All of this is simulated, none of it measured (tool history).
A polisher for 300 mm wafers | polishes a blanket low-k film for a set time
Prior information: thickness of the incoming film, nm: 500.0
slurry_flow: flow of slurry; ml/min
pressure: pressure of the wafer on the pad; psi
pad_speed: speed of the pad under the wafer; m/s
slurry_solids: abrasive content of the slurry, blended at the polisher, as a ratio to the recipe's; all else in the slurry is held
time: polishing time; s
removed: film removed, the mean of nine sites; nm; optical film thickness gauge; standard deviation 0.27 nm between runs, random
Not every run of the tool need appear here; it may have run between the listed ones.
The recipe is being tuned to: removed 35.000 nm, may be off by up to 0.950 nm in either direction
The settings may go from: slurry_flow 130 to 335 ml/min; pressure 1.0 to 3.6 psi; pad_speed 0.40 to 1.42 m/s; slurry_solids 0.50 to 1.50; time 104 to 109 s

{"run": 1, "day": 0.0, "slurry_flow": 215, "pressure": 2.3, "pad_speed": 0.9, "slurry_solids": 1.0, "time": 104, "removed": 40.555}
{"run": 2, "day": 0.146, "slurry_flow": 215, "pressure": 2.3, "pad_speed": 0.9, "slurry_solids": 1.0, "time": 104, "removed": 40.777}
{"run": 3, "day": 0.312, "slurry_flow": 215, "pressure": 2.3, "pad_speed": 0.78, "slurry_solids": 1.0, "time": 104, "removed": 36.743}
{"run": 4, "day": 0.604, "slurry_flow": 215, "pressure": 2.3, "pad_speed": 0.78, "slurry_solids": 1.0, "time": 104, "removed": 36.703}
{"run": 5, "day": 0.771, "slurry_flow": 215, "pressure": 2.3, "pad_speed": 1.0, "slurry_solids": 1.0, "time": 104, "removed": 44.434}
{"run": 6, "day": 1.046, "slurry_flow": 215, "pressure": 2.3, "pad_speed": 1.14, "slurry_solids": 1.0, "time": 104, "removed": 49.443}
{"run": 7, "day": 1.179, "slurry_flow": 215, "pressure": 2.2, "pad_speed": 1.14, "slurry_solids": 1.0, "time": 104, "removed": 48.412}
{"run": 8, "day": 1.358, "slurry_flow": 215, "pressure": 2.1, "pad_speed": 1.14, "slurry_solids": 1.0, "time": 104, "removed": 46.266}
{"run": 9, "day": 1.638, "slurry_flow": 215, "pressure": 2.0, "pad_speed": 1.14, "slurry_solids": 1.0, "time": 104, "removed": 44.869}
{"run": 10, "day": 1.721, "slurry_flow": 215, "pressure": 1.9, "pad_speed": 1.14, "slurry_solids": 1.0, "time": 104, "removed": 42.961}
{"run": 11, "day": 1.829, "slurry_flow": 215, "pressure": 1.8, "pad_speed": 1.14, "slurry_solids": 1.0, "time": 104, "removed": 41.401}
{"run": 12, "day": 1.925, "slurry_flow": 205, "pressure": 1.6, "pad_speed": 1.14, "slurry_solids": 1.0, "time": 104, "removed": 37.69}
{"run": 13, "day": 2.292, "slurry_flow": 200, "pressure": 1.6, "pad_speed": 1.14, "slurry_solids": 1.0, "time": 104, "removed": 37.958}

Below are 5 possible settings for the next run. Only one of them brings all results inside the allowed miss of their targets. Which is it?
{"run": "A", "day": 2.658, "slurry_flow": 170, "pressure": 1.7, "pad_speed": 1.0, "slurry_solids": 1.15, "time": 106, "removed": "?"}
{"run": "B", "day": 2.658, "slurry_flow": 140, "pressure": 1.7, "pad_speed": 0.98, "slurry_solids": 1.1, "time": 107, "removed": "?"}
{"run": "C", "day": 2.658, "slurry_flow": 205, "pressure": 1.7, "pad_speed": 1.12, "slurry_solids": 1.0, "time": 109, "removed": "?"}
{"run": "D", "day": 2.658, "slurry_flow": 190, "pressure": 1.8, "pad_speed": 1.16, "slurry_solids": 0.9, "time": 106, "removed": "?"}
{"run": "E", "day": 2.658, "slurry_flow": 190, "pressure": 1.6, "pad_speed": 1.14, "slurry_solids": 0.95, "time": 106, "removed": "?"}

move=A removed=36.802
move=B removed=34.673
move=C removed=40.882
move=D removed=40.750
move=E removed=37.583
A: better than the last run, though not everything is in spec
B: every result lands within tolerance
C: moves away from the targets compared with the last run
D: moves away from the targets compared with the last run
E: better than the last run, though not everything is in spec
Answer: B

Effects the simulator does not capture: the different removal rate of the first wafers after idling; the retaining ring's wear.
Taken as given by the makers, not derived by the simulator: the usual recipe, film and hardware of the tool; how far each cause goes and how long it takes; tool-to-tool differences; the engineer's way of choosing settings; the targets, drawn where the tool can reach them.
